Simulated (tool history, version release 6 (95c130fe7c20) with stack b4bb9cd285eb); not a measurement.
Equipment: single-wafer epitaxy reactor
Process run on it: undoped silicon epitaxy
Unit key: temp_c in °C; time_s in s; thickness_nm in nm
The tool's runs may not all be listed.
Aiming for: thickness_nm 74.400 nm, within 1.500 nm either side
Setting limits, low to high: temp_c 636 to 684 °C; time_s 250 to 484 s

run	hour	temp_c	time_s	thickness_nm
1	0.0	660	367	70.785
2	4.1	660	400	77.483
3	9.2	651	400	62.045
4	13.0	645	400	52.981
5	14.3	649	401	59.152
6	15.2	652	401	63.662
7	21.4	654	401	66.838
8	25.5	655	401	68.756
9	32.7	656	401	70.186
10	37.9	657	401	71.792

Consider the 5 candidate settings below. Which is the only one whose results all fall within their allowed miss of target?
A	43.1	660	409	?
B	43.1	655	439	?
C	43.1	662	379	?
D	43.1	656	380	?
E	43.1	660	358	?

move	thickness_nm
A	79.164
B	75.068
C	77.052
D	66.618
E	69.292
A: takes the result that was furthest off past its target
B: every result within its allowed miss
C: takes the result that was furthest off past its target
D: its largest miss is bigger than the last run's
E: its largest miss is bigger than the last run's
So the answer is move B, the one that meets all the targets.

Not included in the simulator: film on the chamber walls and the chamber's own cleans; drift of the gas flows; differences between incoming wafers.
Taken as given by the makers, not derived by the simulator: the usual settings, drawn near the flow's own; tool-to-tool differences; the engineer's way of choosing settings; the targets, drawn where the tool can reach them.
